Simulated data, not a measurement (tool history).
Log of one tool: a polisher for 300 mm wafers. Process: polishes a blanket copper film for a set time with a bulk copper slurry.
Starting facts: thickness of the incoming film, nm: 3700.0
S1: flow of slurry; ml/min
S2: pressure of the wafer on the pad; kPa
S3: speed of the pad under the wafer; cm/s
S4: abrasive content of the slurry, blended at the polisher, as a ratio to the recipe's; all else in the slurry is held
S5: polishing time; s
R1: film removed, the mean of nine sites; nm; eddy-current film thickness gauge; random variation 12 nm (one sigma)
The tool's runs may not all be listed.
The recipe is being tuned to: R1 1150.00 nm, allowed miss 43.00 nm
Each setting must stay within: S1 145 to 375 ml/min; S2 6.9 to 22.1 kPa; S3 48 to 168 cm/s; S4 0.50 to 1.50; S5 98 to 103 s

run,hour,S1,S2,S3,S4,S5,R1
1,0.0,240,14.5,108,1.00,98,867.39
2,7.4,240,14.5,108,1.00,103,914.12
3,9.9,285,14.5,108,1.00,103,935.48
4,15.0,285,14.5,108,1.00,103,952.99
5,18.7,290,15.2,108,1.00,103,969.49
6,21.3,290,15.2,108,0.90,103,957.40
7,25.3,290,15.9,108,0.90,103,1009.80
8,29.8,290,16.5,108,0.90,103,1061.50
9,33.4,290,17.2,108,0.90,103,1094.00

Of the 5 settings listed for the next run, only one would bring every result within its allowed miss of target. Which one?
A,37.0,215,20.0,106,1.00,103,?
B,37.0,295,17.2,116,0.95,103,?
C,37.0,320,20.7,98,1.05,101,?
D,37.0,265,16.5,116,0.75,103,?
E,37.0,290,20.0,128,0.55,98,?

move,R1
A,1243.90
B,1167.40
C,1255.10
D,1059.30
E,1233.10
A: takes the biggest miss from the last run beyond its target
B: hits every target within its allowed miss
C: takes the biggest miss from the last run beyond its target
D: moves away from the targets compared with the last run
E: takes the biggest miss from the last run beyond its target
Move B is the one to make.
